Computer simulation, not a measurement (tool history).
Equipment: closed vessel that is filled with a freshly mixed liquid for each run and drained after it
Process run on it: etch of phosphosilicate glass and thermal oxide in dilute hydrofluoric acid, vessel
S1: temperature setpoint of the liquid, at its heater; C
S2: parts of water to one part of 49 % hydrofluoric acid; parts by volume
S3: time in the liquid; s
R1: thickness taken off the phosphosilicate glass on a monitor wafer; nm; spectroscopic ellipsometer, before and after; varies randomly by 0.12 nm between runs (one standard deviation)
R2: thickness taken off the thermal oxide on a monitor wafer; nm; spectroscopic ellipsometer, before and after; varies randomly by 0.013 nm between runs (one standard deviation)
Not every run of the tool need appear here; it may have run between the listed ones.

run,hour,S1,S2,S3,R1,R2
1,0.0,24.0,75,60,44.785,4.2107
2,8.7,24.0,75,45,33.849,3.2101
3,14.7,22.5,75,45,31.869,2.9988
4,18.8,22.0,80,45,28.991,2.7480
5,26.5,21.5,80,45,28.172,2.6678
6,35.2,21.5,60,45,38.516,3.7162
7,44.0,21.0,65,45,34.814,3.3163
8,49.7,20.5,70,45,31.346,2.9939
9,51.5,20.0,75,45,28.593,2.7287
10,54.0,19.5,80,45,26.153,2.4817
11,55.9,19.0,80,45,25.673,2.4504
12,63.2,18.5,80,45,25.013,2.3850

For run 13, what comes out?
13,70.1,17.5,90,45,?,?

{"run 13": {"R1": 20.987, "R2": 2.0096}}

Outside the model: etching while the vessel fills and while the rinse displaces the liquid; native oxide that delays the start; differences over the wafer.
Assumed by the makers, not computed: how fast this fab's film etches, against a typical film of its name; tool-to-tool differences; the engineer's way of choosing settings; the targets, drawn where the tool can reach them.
